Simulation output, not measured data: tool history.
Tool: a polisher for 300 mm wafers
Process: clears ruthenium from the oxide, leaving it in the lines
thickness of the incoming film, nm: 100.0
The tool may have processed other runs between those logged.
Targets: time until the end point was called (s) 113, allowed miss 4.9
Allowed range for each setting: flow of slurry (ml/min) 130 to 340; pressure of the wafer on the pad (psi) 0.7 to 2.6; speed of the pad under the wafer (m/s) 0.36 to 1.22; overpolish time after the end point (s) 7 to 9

run	hour	flow of slurry (ml/min)	pressure of the wafer on the pad (psi)	speed of the pad under the wafer (m/s)	overpolish time after the end point (s)	time until the end point was called (s)
1	0	220	1.6	0.78	9	180.81
2	7	220	1.6	0.78	9	180.56
3	12.4	220	1.6	0.84	9	174.74
4	18.2	220	1.6	0.96	9	154.54
5	22.2	220	1.3	0.96	9	172.87
6	27.5	220	1.6	0.98	9	148.98
7	34.6	220	1.8	0.98	9	141.16
8	39.7	220	2	1	9	128.41
9	42.5	220	2.1	1	9	122.4
10	47	220	2.2	1	9	121.32

Which one of the following 4 next-run settings gets every result inside its allowed miss? There is exactly one.
A	51.5	270	2.1	0.92	7	?
B	51.5	265	2.1	1.08	9	?
C	51.5	190	2	0.96	9	?
D	51.5	195	2.3	0.9	9	?

move	time until the end point was called (s)
A	127.83
B	111.62
C	133.37
D	127.35
A: moves away from the targets compared with the last run
B: in spec on every target
C: moves away from the targets compared with the last run
D: moves away from the targets compared with the last run
The move that meets every target is B.
